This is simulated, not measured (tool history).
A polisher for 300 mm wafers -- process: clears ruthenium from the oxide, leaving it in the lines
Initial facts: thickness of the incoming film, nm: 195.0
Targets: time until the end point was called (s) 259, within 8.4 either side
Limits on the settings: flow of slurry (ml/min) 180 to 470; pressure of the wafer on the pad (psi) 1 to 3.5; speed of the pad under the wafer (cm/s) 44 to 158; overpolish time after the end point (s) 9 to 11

run,hour,flow of slurry (ml/min),pressure of the wafer on the pad (psi),speed of the pad under the wafer (cm/s),overpolish time after the end point (s),time until the end point was called (s)
1,0,300,2.2,100,11,146.32
2,7.2,300,2.2,100,9,146.93
3,15.4,300,2.2,88,9,163.16
4,24.4,300,1.7,88,9,210.26
5,28.7,300,2.1,88,9,172.08
6,31.6,300,2.1,70,9,215.23
7,37.7,300,2,70,9,225.41
8,43.9,300,1.9,70,9,240.09
# hour 51: worn pad replaced by a new one
9,51,300,1.8,70,9,230.04
10,53.1,300,1.7,70,9,242.31

Exactly one of the 4 candidate moves below puts every result within its allowed miss. Which one?
A,55.2,335,1.7,74,11,?
B,55.2,325,1.3,90,11,?
C,55.2,300,1.1,100,9,?
D,55.2,335,1.6,80,11,?

move,time until the end point was called (s)
A,223.84
B,240.13
C,255.65
D,220.12
A: misses by more than the last run did
B: misses by more than the last run did
C: all results land within tolerance of their targets
D: misses by more than the last run did
The move that meets every target is C.
